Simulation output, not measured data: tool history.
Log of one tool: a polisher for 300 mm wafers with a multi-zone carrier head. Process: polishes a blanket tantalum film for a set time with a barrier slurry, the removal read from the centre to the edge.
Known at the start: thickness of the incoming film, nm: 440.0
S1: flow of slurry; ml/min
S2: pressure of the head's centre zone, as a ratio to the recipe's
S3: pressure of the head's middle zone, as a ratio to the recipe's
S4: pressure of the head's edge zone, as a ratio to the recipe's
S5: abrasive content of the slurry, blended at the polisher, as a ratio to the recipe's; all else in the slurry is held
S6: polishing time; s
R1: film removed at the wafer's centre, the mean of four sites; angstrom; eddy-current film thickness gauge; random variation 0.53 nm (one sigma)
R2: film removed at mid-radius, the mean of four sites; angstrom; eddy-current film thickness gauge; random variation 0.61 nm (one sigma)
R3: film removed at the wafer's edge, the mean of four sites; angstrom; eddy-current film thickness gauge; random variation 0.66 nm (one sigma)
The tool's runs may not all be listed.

run  hour   S1    S2    S3    S4    S5  S6      R1      R2      R3
  1     0  245     1     1     1     1  32  450.16  445.84  459.52
  2   1.6  280     1     1     1     1  32  447.47   446.3  466.54
  3   3.8  280  1.02  1.02  1.01  1.05  32  469.56  466.39   458.2
  4  10.3  280  1.02  1.02  0.94  1.05  32  466.12  469.13  443.35
  5  15.5  280  1.02  1.02  0.96   1.1  32  475.29   475.8  456.74
  6  22.1  280  1.02  1.02  0.96   1.1  25  369.76  374.06  364.62
  7  23.5  295  1.12   1.1  1.06  1.35  30  522.71  507.44  480.36

The next listed run, before its measurement:
  8  30.2  295  1.12  1.1  1.07  1.35  30   ?   ?   ?

R1: 512.42 angstrom
R2: 493.08 angstrom
R3: 476.91 angstrom
